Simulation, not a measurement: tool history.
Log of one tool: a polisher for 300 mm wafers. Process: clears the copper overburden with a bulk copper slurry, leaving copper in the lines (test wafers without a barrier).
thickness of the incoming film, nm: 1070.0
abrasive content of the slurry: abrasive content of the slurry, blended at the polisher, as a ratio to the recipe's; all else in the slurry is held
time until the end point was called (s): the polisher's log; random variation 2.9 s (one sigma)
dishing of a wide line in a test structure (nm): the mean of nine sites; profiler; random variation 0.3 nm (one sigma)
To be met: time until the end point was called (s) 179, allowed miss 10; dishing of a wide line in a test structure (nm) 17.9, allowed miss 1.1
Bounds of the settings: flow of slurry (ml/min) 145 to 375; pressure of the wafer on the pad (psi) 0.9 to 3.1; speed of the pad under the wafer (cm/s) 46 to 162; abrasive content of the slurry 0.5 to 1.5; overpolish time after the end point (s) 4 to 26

| run | day | flow of slurry (ml/min) | pressure of the wafer on the pad (psi) | speed of the pad under the wafer (cm/s) | abrasive content of the slurry | overpolish time after the end point (s) | time until the end point was called (s) | dishing of a wide line in a test structure (nm) |
|---|---|---|---|---|---|---|---|---|
| 1 | 0 | 240 | 2 | 104 | 1 | 13 | 130.77 | 65.091 |
| 2 | 0.104 | 240 | 2 | 104 | 1.15 | 13 | 124.15 | 67.439 |
| 3 | 0.171 | 240 | 2 | 104 | 1.15 | 18 | 125.76 | 85.566 |
| 4 | 0.362 | 240 | 2 | 104 | 1.05 | 18 | 130.69 | 83.813 |
| 5 | 0.504 | 240 | 1.9 | 102 | 1.1 | 17 | 137.71 | 76.72 |
| 6 | 0.85 | 240 | 1.9 | 102 | 1.1 | 13 | 134.8 | 62.517 |
| 7 | 1.108 | 240 | 1.8 | 100 | 1.15 | 12 | 145.24 | 57.128 |
| 8 | 1.454 | 170 | 1.2 | 126 | 0.9 | 6 | 198.43 | 23.461 |
| 9 | 1.683 | 165 | 1.2 | 130 | 0.85 | 6 | 202.62 | 23.477 |
| 10 | 1.754 | 165 | 1.2 | 134 | 0.85 | 6 | 189.56 | 24.408 |
| 11 | 1.85 | 145 | 0.9 | 154 | 0.6 | 4 | 245.86 | 12.944 |
| 12 | 2.1 | 155 | 0.9 | 154 | 0.6 | 4 | 250.79 | 13.27 |
| 13 | 2.296 | 155 | 1.5 | 158 | 0.6 | 4 | 149.13 | 21.077 |

Which of these 4 next moves meets every target?
| A | 2.492 | 185 | 1.5 | 160 | 0.55 | 5 | ? | ? |
| B | 2.492 | 145 | 1.7 | 162 | 0.6 | 4 | ? | ? |
| C | 2.492 | 145 | 1.3 | 150 | 0.65 | 4 | ? | ? |
| D | 2.492 | 175 | 1.8 | 162 | 0.55 | 4 | ? | ? |

| move | time until the end point was called (s) | dishing of a wide line in a test structure (nm) |
|---|---|---|
| A | 145.63 | 26.749 |
| B | 131.25 | 24.15 |
| C | 177.8 | 18.073 |
| D | 122 | 25.877 |
A: further off than the last run
B: further off than the last run
C: meets every target
D: further off than the last run
Answer: C

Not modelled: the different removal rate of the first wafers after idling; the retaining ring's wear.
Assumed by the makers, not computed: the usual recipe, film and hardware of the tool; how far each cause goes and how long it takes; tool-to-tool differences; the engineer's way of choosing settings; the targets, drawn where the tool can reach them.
